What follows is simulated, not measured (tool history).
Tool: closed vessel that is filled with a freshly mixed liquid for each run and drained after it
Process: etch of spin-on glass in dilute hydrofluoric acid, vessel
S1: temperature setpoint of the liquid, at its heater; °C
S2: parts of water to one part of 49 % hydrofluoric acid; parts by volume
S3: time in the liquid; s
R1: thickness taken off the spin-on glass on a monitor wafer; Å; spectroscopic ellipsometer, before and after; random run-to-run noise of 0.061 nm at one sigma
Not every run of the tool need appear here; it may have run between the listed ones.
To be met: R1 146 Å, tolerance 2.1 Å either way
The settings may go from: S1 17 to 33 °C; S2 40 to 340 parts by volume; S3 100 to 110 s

run 1 day=0 | S1=25 S2=190 S3=100 | R1=162.67
run 2 day=0.2 | S1=28.5 S2=190 S3=100 | R1=184.76
run 3 day=0.275 | S1=28.5 S2=165 S3=100 | R1=217.84
run 4 day=0.45 | S1=28.5 S2=105 S3=100 | R1=369.6
run 5 day=0.717 | S1=25 S2=125 S3=100 | R1=267.04
run 6 day=0.862 | S1=28.5 S2=125 S3=100 | R1=306.5
run 7 day=1.175 | S1=25 S2=135 S3=100 | R1=245.03
run 8 day=1.254 | S1=22.5 S2=145 S3=100 | R1=203.23
run 9 day=1.633 | S1=21 S2=150 S3=100 | R1=184.96
run 10 day=1.933 | S1=20 S2=155 S3=100 | R1=171.22
run 11 day=2.088 | S1=19 S2=155 S3=100 | R1=164.48

4 candidate next runs follow, results not yet known. Just one meets every target within its allowed miss. Identify it.
run A day=2.242 | S1=20 S2=180 S3=105 | R1=?
run B day=2.242 | S1=18 S2=160 S3=100 | R1=?
run C day=2.242 | S1=19 S2=175 S3=100 | R1=?
run D day=2.242 | S1=17 S2=160 S3=100 | R1=?

move=A R1=150.63
move=B R1=152.05
move=C R1=142.57
move=D R1=146
A: gains on the last run, yet a result remains outside its allowed miss
B: gains on the last run, yet a result remains outside its allowed miss
C: pushes the last run's worst result past its target
D: hits every target within its allowed miss
Answer: D
